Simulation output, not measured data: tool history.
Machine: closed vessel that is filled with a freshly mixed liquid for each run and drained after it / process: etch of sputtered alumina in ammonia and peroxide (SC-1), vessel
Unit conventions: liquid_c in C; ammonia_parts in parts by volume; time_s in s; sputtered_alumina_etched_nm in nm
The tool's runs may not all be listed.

Run 1, hour 0.0: liquid_c 49.0 C, ammonia_parts 0.95 parts by volume, time_s 465 s. Result: sputtered_alumina_etched_nm 21.171 nm.
Run 2, hour 6.8: liquid_c 49.0 C, ammonia_parts 0.95 parts by volume, time_s 500 s. Result: sputtered_alumina_etched_nm 22.676 nm.
Run 3, hour 15.4: liquid_c 47.0 C, ammonia_parts 0.90 parts by volume, time_s 495 s. Result: sputtered_alumina_etched_nm 20.024 nm.
Run 4, hour 20.4: liquid_c 47.0 C, ammonia_parts 0.90 parts by volume, time_s 465 s. Result: sputtered_alumina_etched_nm 18.851 nm.
Run 5, hour 21.8: liquid_c 45.5 C, ammonia_parts 0.85 parts by volume, time_s 465 s. Result: sputtered_alumina_etched_nm 17.409 nm.
Run 6, hour 23.2: liquid_c 44.0 C, ammonia_parts 0.75 parts by volume, time_s 465 s. Result: sputtered_alumina_etched_nm 15.568 nm.

The next listed run, before its measurement:
Run 7, hour 28.8: liquid_c 43.0 C, ammonia_parts 0.75 parts by volume, time_s 465 s. Result: sputtered_alumina_etched_nm ?.

{"run 7": {"sputtered_alumina_etched_nm": 14.836}}
